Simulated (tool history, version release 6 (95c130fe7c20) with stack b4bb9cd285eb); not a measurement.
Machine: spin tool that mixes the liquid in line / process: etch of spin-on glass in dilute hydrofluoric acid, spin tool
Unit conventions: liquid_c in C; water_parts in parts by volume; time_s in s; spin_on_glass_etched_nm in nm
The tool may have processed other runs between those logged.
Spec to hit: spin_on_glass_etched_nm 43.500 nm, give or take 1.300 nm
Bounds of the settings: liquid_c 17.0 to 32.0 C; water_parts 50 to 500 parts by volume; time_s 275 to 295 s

| run | hour | liquid_c | water_parts | time_s | spin_on_glass_etched_nm |
|---|---|---|---|---|---|
| 1 | 0.0 | 24.0 | 275 | 275 | 21.780 |
| 2 | 2.3 | 24.0 | 205 | 275 | 31.147 |
| 3 | 8.4 | 26.5 | 200 | 275 | 35.190 |
| 4 | 16.8 | 26.5 | 280 | 275 | 23.145 |
| 5 | 23.9 | 28.0 | 250 | 275 | 28.275 |
| 6 | 25.6 | 25.0 | 250 | 275 | 26.045 |
| 7 | 32.0 | 27.0 | 230 | 275 | 30.342 |
| 8 | 37.3 | 31.0 | 170 | 275 | 51.081 |
| 9 | 41.5 | 30.0 | 170 | 275 | 48.798 |
| 10 | 47.1 | 30.0 | 170 | 275 | 49.078 |
| 11 | 52.7 | 29.0 | 170 | 275 | 47.195 |
| 12 | 61.5 | 28.5 | 170 | 275 | 46.415 |
| 13 | 66.1 | 28.0 | 170 | 275 | 45.557 |
|  | 73.0 | hydrofluoric acid flow meter replaced |
| 14 | 73.0 | 27.5 | 170 | 275 | 41.829 |

Consider the 5 candidate settings below. Which is the only one whose results all fall within their allowed miss of target?
| A | 79.9 | 27.5 | 180 | 275 | ? |
| B | 79.9 | 32.0 | 210 | 295 | ? |
| C | 79.9 | 29.5 | 195 | 295 | ? |
| D | 79.9 | 30.5 | 190 | 275 | ? |
| E | 79.9 | 28.5 | 170 | 275 | ? |

| move | spin_on_glass_etched_nm |
|---|---|
| A | 38.751 |
| B | 40.163 |
| C | 40.455 |
| D | 40.323 |
| E | 43.054 |
A: the biggest miss grows against the last run
B: the biggest miss grows against the last run
C: the biggest miss grows against the last run
D: the biggest miss grows against the last run
E: every result within its allowed miss
So the answer is move E, the one that meets all the targets.

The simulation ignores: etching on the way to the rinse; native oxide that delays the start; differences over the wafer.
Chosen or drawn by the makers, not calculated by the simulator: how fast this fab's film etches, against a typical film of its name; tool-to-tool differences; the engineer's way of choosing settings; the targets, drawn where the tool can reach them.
